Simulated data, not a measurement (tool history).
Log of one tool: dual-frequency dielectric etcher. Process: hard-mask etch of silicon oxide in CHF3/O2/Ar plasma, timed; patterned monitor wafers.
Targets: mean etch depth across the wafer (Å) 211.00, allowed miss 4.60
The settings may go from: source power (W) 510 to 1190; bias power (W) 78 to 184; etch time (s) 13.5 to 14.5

run    day  source power (W)  bias power (W)  etch time (s)  mean etch depth across the wafer (Å)
  1  0.000               850             131           14.5                                300.33
  2  0.288               970             131           14.5                                322.82
  3  0.479               890             122           14.5                                298.32
  4  0.558               830             114           14.5                                280.59
  5  0.638               910             114           14.5                                296.14
  6  0.821               910             114           13.5                                277.80
  7  1.142               840             110           13.5                                261.42
  8  1.312               780             109           13.5                                248.49
  9  1.583               610             102           13.5                                199.28
 10  1.812               670             103           13.5                                216.21

5 next moves are on the table. One of them brings every result within its allowed miss. Which?
  A  2.042               660             117           13.5                                     ?
  B  2.042               660             124           13.5                                     ?
  C  2.042               750              78           14.0                                     ?
  D  2.042               540             128           14.5                                     ?
  E  2.042               680             101           13.5                                     ?

move  mean etch depth across the wafer (Å)
   A                                224.39
   B                                229.26
   C                                221.03
   D                                210.60
   E                                217.48
A: further off than the last run
B: further off than the last run
C: further off than the last run
D: meets every target
E: further off than the last run
The right move is D.
